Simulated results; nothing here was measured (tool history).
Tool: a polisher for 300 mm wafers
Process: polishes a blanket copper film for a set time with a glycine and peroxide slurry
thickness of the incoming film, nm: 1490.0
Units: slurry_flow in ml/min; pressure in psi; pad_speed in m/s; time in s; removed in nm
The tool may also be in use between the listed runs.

run,hour,slurry_flow,pressure,pad_speed,time,removed
1,0,205,2.5,1.16,77,473.74
2,3.8,205,2.4,1.16,77,450.05
3,7.4,205,2.4,1.16,81,482.45
4,12.4,230,2.4,1.16,81,484.46
5,13.1,185,2.4,1.16,81,465.63
6,16.9,185,2.4,1.26,81,495.86
7,18.2,180,2.3,1.26,81,478.6

Run 8 comes next. What will it give?
8,25.4,175,2.2,1.26,81,?

Run 8 gave removed 460.88 nm.

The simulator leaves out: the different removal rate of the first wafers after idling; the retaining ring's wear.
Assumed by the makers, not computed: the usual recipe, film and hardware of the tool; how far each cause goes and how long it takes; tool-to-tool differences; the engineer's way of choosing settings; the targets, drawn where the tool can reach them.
